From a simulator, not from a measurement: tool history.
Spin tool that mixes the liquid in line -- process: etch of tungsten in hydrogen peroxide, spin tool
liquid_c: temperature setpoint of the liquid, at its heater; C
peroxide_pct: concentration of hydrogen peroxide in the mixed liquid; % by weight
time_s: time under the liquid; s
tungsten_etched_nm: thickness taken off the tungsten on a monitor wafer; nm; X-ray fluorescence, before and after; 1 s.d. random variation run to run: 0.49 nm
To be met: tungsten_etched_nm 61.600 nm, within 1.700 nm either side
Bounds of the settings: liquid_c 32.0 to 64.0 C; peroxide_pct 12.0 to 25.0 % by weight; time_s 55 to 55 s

{"run": 1, "hour": 0.0, "liquid_c": 48.0, "peroxide_pct": 17.0, "time_s": 55, "tungsten_etched_nm": 36.772}
{"run": 2, "hour": 8.0, "liquid_c": 48.0, "peroxide_pct": 15.0, "time_s": 55, "tungsten_etched_nm": 34.924}
{"run": 3, "hour": 13.6, "liquid_c": 52.0, "peroxide_pct": 15.0, "time_s": 55, "tungsten_etched_nm": 44.883}
{"run": 4, "hour": 16.7, "liquid_c": 53.5, "peroxide_pct": 15.0, "time_s": 55, "tungsten_etched_nm": 48.918}
{"run": 5, "hour": 21.0, "liquid_c": 53.5, "peroxide_pct": 12.5, "time_s": 55, "tungsten_etched_nm": 43.855}
{"run": 6, "hour": 27.8, "liquid_c": 55.0, "peroxide_pct": 12.5, "time_s": 55, "tungsten_etched_nm": 47.662}
{"run": 7, "hour": 32.0, "liquid_c": 56.5, "peroxide_pct": 12.5, "time_s": 55, "tungsten_etched_nm": 53.654}
{"run": 8, "hour": 37.4, "liquid_c": 57.0, "peroxide_pct": 12.5, "time_s": 55, "tungsten_etched_nm": 54.039}
{"run": 9, "hour": 39.0, "liquid_c": 57.5, "peroxide_pct": 12.5, "time_s": 55, "tungsten_etched_nm": 55.761}
{"run": 10, "hour": 42.0, "liquid_c": 58.0, "peroxide_pct": 12.5, "time_s": 55, "tungsten_etched_nm": 56.949}
{"run": 11, "hour": 48.0, "liquid_c": 58.5, "peroxide_pct": 12.5, "time_s": 55, "tungsten_etched_nm": 59.176}

Which single option among these 5 for the next run brings every result within its allowed miss of target? Just one does.
{"run": "A", "hour": 54.0, "liquid_c": 57.0, "peroxide_pct": 14.0, "time_s": 55, "tungsten_etched_nm": "?"}
{"run": "B", "hour": 54.0, "liquid_c": 58.5, "peroxide_pct": 12.0, "time_s": 55, "tungsten_etched_nm": "?"}
{"run": "C", "hour": 54.0, "liquid_c": 58.0, "peroxide_pct": 12.0, "time_s": 55, "tungsten_etched_nm": "?"}
{"run": "D", "hour": 54.0, "liquid_c": 59.0, "peroxide_pct": 12.5, "time_s": 55, "tungsten_etched_nm": "?"}
{"run": "E", "hour": 54.0, "liquid_c": 58.0, "peroxide_pct": 12.5, "time_s": 55, "tungsten_etched_nm": "?"}

move=A tungsten_etched_nm=57.185
move=B tungsten_etched_nm=57.780
move=C tungsten_etched_nm=56.126
move=D tungsten_etched_nm=60.705
move=E tungsten_etched_nm=57.283
A: further off than the last run
B: further off than the last run
C: further off than the last run
D: all results land within tolerance of their targets
E: further off than the last run
The right move is D.
